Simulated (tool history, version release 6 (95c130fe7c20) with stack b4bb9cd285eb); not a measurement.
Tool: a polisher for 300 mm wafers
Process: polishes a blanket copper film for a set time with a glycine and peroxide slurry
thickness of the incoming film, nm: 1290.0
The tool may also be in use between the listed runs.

| run | hour | flow of slurry (ml/min) | pressure of the wafer on the pad (psi) | speed of the pad under the wafer (m/s) | polishing time (s) | film removed (angstrom) |
|---|---|---|---|---|---|---|
| 1 | 0.0 | 185 | 3.5 | 1.20 | 39 | 3283.9 |
| 2 | 4.1 | 155 | 3.5 | 1.20 | 39 | 3217.4 |
| 3 | 6.8 | 155 | 3.1 | 1.20 | 39 | 2916.2 |
| 4 | 9.7 | 155 | 2.8 | 1.20 | 39 | 2642.2 |
| 5 | 12.1 | 125 | 2.8 | 1.20 | 39 | 2565.8 |
| 6 | 17.5 | 150 | 2.8 | 1.20 | 39 | 2654.9 |
| 7 | 19.2 | 145 | 2.6 | 1.20 | 39 | 2472.9 |
| 8 | 24.5 | 145 | 2.5 | 1.20 | 39 | 2373.2 |

Run 9 comes next. What will it give?
| 9 | 25.4 | 145 | 2.4 | 1.20 | 39 | ? |

{"run 9": {"film removed (angstrom)": 2313.1}}
